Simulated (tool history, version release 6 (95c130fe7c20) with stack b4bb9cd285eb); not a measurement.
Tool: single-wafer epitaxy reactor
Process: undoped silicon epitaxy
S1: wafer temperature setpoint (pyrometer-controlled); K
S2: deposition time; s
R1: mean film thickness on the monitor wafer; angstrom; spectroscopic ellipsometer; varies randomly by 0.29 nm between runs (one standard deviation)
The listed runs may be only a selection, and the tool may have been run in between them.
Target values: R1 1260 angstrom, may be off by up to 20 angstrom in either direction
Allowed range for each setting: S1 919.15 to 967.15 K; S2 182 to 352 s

Run 1, day 0: S1 943.15 K, S2 267 s. Result: R1 687.07 angstrom.
Run 2, day 0.267: S1 947.15 K, S2 272 s. Result: R1 769.23 angstrom.
Run 3, day 0.612: S1 947.15 K, S2 286 s. Result: R1 811.37 angstrom.
Run 4, day 0.925: S1 947.15 K, S2 307 s. Result: R1 866.02 angstrom.
Run 5, day 1.133: S1 938.15 K, S2 307 s. Result: R1 698.59 angstrom.
Run 6, day 1.229: S1 942.15 K, S2 307 s. Result: R1 770.74 angstrom.
Run 7, day 1.542: S1 945.15 K, S2 307 s. Result: R1 829.11 angstrom.
Run 8, day 1.896: S1 948.15 K, S2 307 s. Result: R1 885.23 angstrom.
Run 9, day 2.042: S1 950.15 K, S2 307 s. Result: R1 931.71 angstrom.
Run 10, day 2.288: S1 962.15 K, S2 308 s. Result: R1 1229.3 angstrom.

Consider the 4 candidate settings below. Which is the only one whose results all fall within their allowed miss of target?
Run A, day 2.533: S1 965.15 K, S2 285 s. Result: R1 ?.
Run B, day 2.533: S1 959.15 K, S2 321 s. Result: R1 ?.
Run C, day 2.533: S1 962.15 K, S2 317 s. Result: R1 ?.
Run D, day 2.533: S1 963.15 K, S2 300 s. Result: R1 ?.

move      R1
   A  1220.7
   B  1199.6
   C  1268.6
   D  1228.1
A: misses by more than the last run did
B: misses by more than the last run did
C: all results in spec
D: no nearer and no further than the last run
So the answer is move C, the one that meets all the targets.
